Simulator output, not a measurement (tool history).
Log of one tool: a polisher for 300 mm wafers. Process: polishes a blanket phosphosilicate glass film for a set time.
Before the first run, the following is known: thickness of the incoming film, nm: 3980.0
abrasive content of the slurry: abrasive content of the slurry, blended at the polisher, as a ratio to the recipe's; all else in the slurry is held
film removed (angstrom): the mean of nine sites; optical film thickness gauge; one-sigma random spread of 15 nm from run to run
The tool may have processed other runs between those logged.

run	hour	flow of slurry (ml/min)	pressure of the wafer on the pad (kPa)	speed of the pad under the wafer (m/s)	abrasive content of the slurry	polishing time (s)	film removed (angstrom)
1	0.0	210	24.1	1.26	1.0	104	12174.0
2	2.7	185	24.1	1.26	1.0	104	11965.0
3	10.9	185	18.6	1.26	1.0	104	9420.4
4	12.5	185	24.1	1.26	1.0	104	12228.0
5	21.0	235	24.1	1.26	1.0	104	12389.0
6	28.4	235	24.8	1.26	1.0	104	12614.0
7	32.8	235	25.5	1.26	1.0	104	13152.0

Predict the results of run 8:
8	33.9	235	26.2	1.26	1.0	104	?

{"run 8": {"film removed (angstrom)": 13395.0}}

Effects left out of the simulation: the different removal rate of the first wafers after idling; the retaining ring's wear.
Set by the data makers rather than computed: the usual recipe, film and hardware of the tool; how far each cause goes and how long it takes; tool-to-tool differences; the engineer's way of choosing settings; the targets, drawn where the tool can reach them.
